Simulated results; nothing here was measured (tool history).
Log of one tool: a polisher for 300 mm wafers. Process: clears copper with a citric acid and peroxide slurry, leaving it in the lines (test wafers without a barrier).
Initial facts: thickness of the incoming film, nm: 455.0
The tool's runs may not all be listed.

| run | day | flow of slurry (ml/min) | pressure of the wafer on the pad (kPa) | speed of the pad under the wafer (m/s) | abrasive content of the slurry | overpolish time after the end point (s) | time until the end point was called (s) | dishing of a wide line in a test structure (Å) |
|---|---|---|---|---|---|---|---|---|
| 1 | 0.000 | 215 | 20.7 | 1.42 | 1.0 | 9 | 158.81 | 166.70 |
| 2 | 0.279 | 215 | 24.1 | 1.42 | 1.0 | 9 | 137.78 | 184.67 |
| 3 | 0.392 | 215 | 24.1 | 1.42 | 0.9 | 9 | 139.98 | 183.89 |
| 4 | 0.625 | 215 | 24.1 | 1.42 | 0.9 | 12 | 139.96 | 235.68 |
| 5 | 0.717 | 215 | 24.1 | 1.42 | 0.9 | 10 | 140.37 | 203.78 |
| 6 | 1.017 | 195 | 24.1 | 1.42 | 0.9 | 10 | 139.52 | 199.67 |

For run 7, what comes out?
| 7 | 1.367 | 135 | 29.6 | 1.60 | 0.9 | 6 | ? | ? |

{"run 7": {"time until the end point was called (s)": 109.62, "dishing of a wide line in a test structure (Å)": 165.23}}
